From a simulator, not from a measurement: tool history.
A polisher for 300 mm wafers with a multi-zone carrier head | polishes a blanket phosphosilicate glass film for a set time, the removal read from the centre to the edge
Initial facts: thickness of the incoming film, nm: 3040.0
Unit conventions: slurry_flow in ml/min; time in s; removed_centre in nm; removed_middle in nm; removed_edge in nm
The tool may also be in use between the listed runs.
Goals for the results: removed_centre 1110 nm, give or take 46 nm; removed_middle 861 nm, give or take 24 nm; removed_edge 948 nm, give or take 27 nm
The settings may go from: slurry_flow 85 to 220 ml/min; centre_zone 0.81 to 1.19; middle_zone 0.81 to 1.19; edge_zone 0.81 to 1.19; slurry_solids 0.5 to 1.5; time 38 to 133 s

run,hour,slurry_flow,centre_zone,middle_zone,edge_zone,slurry_solids,time,removed_centre,removed_middle,removed_edge
1,0,140,1,1,1,1,85,587.86,574.9,551.28
2,7,140,1,1,1,1,68,466.26,458.44,443.66
3,14.7,150,1.03,0.98,1.04,1.1,75,552.82,524.32,517.98
4,15.4,155,1.06,0.96,1.07,1.2,82,638.48,577.17,586.81
5,21.8,160,1.08,0.95,1.09,1.25,89,737.61,636.63,658.91
6,25.8,160,1.02,0.95,1.09,1.25,89,693.87,637.05,657.52
7,27.3,160,1.02,0.95,1.09,1.25,89,693.01,641.39,655.94
8,35.5,160,1.05,0.94,1.11,1.3,94,755.59,677.98,703.15
9,42.1,170,1.07,0.93,1.12,1.35,97,820.73,708.51,745.11
10,48.8,170,1.07,0.93,1.12,1.35,97,825.23,711.16,749.43
11,56.7,170,1.09,0.92,1.13,1.4,100,880.98,730.41,781.29
12,63,175,1.1,0.92,1.14,1.4,103,907.23,759.09,816.58
13,65.1,180,1.12,0.92,1.15,1.4,105,968.19,774.94,830.82
14,69.2,180,1.12,0.92,1.16,1.4,107,969.77,802.23,848.82
# hour 70.3: edge zone pressure recalibrated
15,70.3,180,1.12,0.91,1.16,1.4,109,1004,799.48,876.17
16,71.5,185,1.12,0.91,1.16,1.4,110,995.92,819.64,895.5
17,79.6,190,1.13,0.91,1.16,1.4,110,1026.8,807.68,911.32
18,80.2,195,1.14,0.92,1.16,1.4,110,1026,819.99,897.83
19,82.1,200,1.15,0.92,1.16,1.4,110,1036.8,823.4,916.69

Next run, 5 choices. One meets every target within its allowed miss, the rest don't. Which?
A,84,220,1.04,0.92,1.11,1.4,114,?,?,?
B,84,165,1.19,0.93,1.19,1.3,119,?,?,?
C,84,220,1.01,0.88,1.19,1.25,121,?,?,?
D,84,195,1.09,0.96,1.16,1.45,110,?,?,?
E,84,195,1.06,0.94,1.13,1.4,107,?,?,?

move,removed_centre,removed_middle,removed_edge
A,1007.6,873.39,937.48
B,1115.9,855.9,940.93
C,997.69,858.71,976.28
D,1012.2,868.28,914.75
E,945.8,820.16,872.85
A: moves away from the targets compared with the last run
B: every result lands within tolerance
C: moves away from the targets compared with the last run
D: moves away from the targets compared with the last run
E: moves away from the targets compared with the last run
So the answer is move B, the one that meets all the targets.
